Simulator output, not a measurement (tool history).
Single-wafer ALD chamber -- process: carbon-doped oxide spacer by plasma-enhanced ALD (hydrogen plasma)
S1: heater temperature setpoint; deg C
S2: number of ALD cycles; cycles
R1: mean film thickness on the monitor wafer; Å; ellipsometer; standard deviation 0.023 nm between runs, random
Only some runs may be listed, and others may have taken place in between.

run 1 hour=0 | S1=390 S2=195 | R1=98.639
run 2 hour=8.7 | S1=390 S2=192 | R1=97.43
run 3 hour=15.3 | S1=386 S2=192 | R1=97.121
run 4 hour=18 | S1=386 S2=190 | R1=96.081
run 5 hour=19.6 | S1=386 S2=188 | R1=95.616
run 6 hour=27.4 | S1=386 S2=186 | R1=93.927

Estimate the outcome of run 7 from the log above:
run 7 hour=33.5 | S1=386 S2=185 | R1=?

R1: 93.533 Å

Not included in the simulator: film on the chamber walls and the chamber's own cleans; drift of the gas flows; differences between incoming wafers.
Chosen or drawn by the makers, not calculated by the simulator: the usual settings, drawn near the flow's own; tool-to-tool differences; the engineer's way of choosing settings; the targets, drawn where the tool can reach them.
